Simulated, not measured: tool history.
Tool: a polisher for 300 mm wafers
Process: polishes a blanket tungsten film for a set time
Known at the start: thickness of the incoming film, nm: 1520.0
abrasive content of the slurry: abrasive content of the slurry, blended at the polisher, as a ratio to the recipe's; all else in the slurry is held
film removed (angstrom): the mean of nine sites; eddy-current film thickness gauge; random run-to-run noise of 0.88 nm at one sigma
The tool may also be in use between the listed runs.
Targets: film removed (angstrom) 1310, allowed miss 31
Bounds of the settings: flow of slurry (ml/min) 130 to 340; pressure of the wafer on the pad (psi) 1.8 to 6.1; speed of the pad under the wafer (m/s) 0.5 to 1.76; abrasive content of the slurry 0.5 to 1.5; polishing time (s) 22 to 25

run,hour,flow of slurry (ml/min),pressure of the wafer on the pad (psi),speed of the pad under the wafer (m/s),abrasive content of the slurry,polishing time (s),film removed (angstrom)
1,0,220,3.9,1.12,1,25,1110.2
2,7.8,220,3.9,0.88,1,25,874.99
3,14.2,220,3.9,0.88,1.1,25,895.45
4,22.4,220,3.9,0.88,1.1,25,907.43
5,30.1,220,3.9,0.88,1.1,25,904.1
6,36.5,220,3.9,1.14,1.1,25,1158.1
7,41.5,230,4,1.14,1.1,25,1182.1
8,42.5,230,4.1,1.14,1.1,25,1221.3

5 next moves are on the table. One of them brings every result within its allowed miss. Which?
A,43.5,215,4.5,1.18,1.35,24,?
B,43.5,190,4.5,1.22,1.25,24,?
C,43.5,240,4.3,1.12,1.3,25,?
D,43.5,205,4.8,1.22,1.15,23,?
E,43.5,190,3.4,1.74,1.1,23,?

move,film removed (angstrom)
A,1368.9
B,1375.3
C,1301.1
D,1391.5
E,1381
A: pushes the last run's worst result past its target
B: pushes the last run's worst result past its target
C: every result lands within tolerance
D: pushes the last run's worst result past its target
E: pushes the last run's worst result past its target
Correct choice: C, which meets every target
